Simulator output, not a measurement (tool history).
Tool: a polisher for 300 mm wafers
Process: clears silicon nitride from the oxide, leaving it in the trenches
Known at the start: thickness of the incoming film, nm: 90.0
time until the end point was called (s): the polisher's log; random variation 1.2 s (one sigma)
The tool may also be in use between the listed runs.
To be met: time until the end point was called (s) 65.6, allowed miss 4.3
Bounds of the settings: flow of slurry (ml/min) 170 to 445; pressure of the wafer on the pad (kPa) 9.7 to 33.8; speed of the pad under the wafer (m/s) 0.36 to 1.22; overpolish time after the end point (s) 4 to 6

| run | hour | flow of slurry (ml/min) | pressure of the wafer on the pad (kPa) | speed of the pad under the wafer (m/s) | overpolish time after the end point (s) | time until the end point was called (s) |
|---|---|---|---|---|---|---|
| 1 | 0 | 285 | 21.4 | 0.78 | 6 | 100.37 |
| 2 | 5.6 | 285 | 23.4 | 0.78 | 6 | 90.01 |
| 3 | 13.1 | 285 | 23.4 | 0.78 | 4 | 89.774 |
| 4 | 20 | 285 | 24.8 | 0.78 | 4 | 87.076 |
| 5 | 27.9 | 285 | 26.2 | 0.8 | 4 | 81.998 |
| 6 | 33.5 | 285 | 26.2 | 0.8 | 4 | 80.808 |
| 7 | 37.3 | 285 | 27.6 | 0.82 | 4 | 75.827 |
| 8 | 40 | 285 | 28.3 | 0.82 | 4 | 74.58 |
| 9 | 47.5 | 285 | 29 | 0.82 | 4 | 72.021 |
| 10 | 48.3 | 285 | 29.6 | 0.82 | 4 | 71.439 |

5 next moves are on the table. One of them brings every result within its allowed miss. Which?
| A | 49.1 | 300 | 32.4 | 0.7 | 4 | ? |
| B | 49.1 | 310 | 29 | 0.78 | 4 | ? |
| C | 49.1 | 325 | 30.3 | 0.74 | 4 | ? |
| D | 49.1 | 325 | 32.4 | 0.8 | 6 | ? |
| E | 49.1 | 385 | 24.8 | 0.8 | 6 | ? |

| move | time until the end point was called (s) |
|---|---|
| A | 76.698 |
| B | 76.866 |
| C | 76.961 |
| D | 66.895 |
| E | 85.631 |
A: further off than the last run
B: further off than the last run
C: further off than the last run
D: meets every target
E: further off than the last run
Answer: D
